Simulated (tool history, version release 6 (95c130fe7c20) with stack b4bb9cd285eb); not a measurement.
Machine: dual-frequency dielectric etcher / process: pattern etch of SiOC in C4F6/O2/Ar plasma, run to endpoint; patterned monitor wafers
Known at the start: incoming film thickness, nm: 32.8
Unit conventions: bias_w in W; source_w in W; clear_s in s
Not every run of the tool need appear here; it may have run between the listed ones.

Run 1, day 0: bias_w 615 W, source_w 390 W. Result: clear_s 10.888 s.
Run 2, day 0.146: bias_w 564 W, source_w 390 W. Result: clear_s 11.236 s.
Run 3, day 0.308: bias_w 564 W, source_w 430 W. Result: clear_s 10.968 s.
Run 4, day 0.667: bias_w 632 W, source_w 430 W. Result: clear_s 10.364 s.
Run 5, day 1.008: bias_w 678 W, source_w 430 W. Result: clear_s 10.097 s.
Run 6, day 1.367: bias_w 727 W, source_w 430 W. Result: clear_s 9.7791 s.
Run 7, day 1.688: bias_w 646 W, source_w 380 W. Result: clear_s 10.809 s.
Run 8, day 1.921: bias_w 583 W, source_w 350 W. Result: clear_s 11.464 s.
Run 9, day 2.279: bias_w 535 W, source_w 320 W. Result: clear_s 12.339 s.
At day 2.479: bias power generator calibrated.
Run 10, day 2.479: bias_w 499 W, source_w 300 W. Result: clear_s 13.126 s.
Run 11, day 2.675: bias_w 472 W, source_w 290 W. Result: clear_s 13.596 s.

Run 12 has not been measured yet. What should we expect?
Run 12, day 2.775: bias_w 451 W, source_w 290 W. Result: clear_s ?.

clear_s: 13.886 s
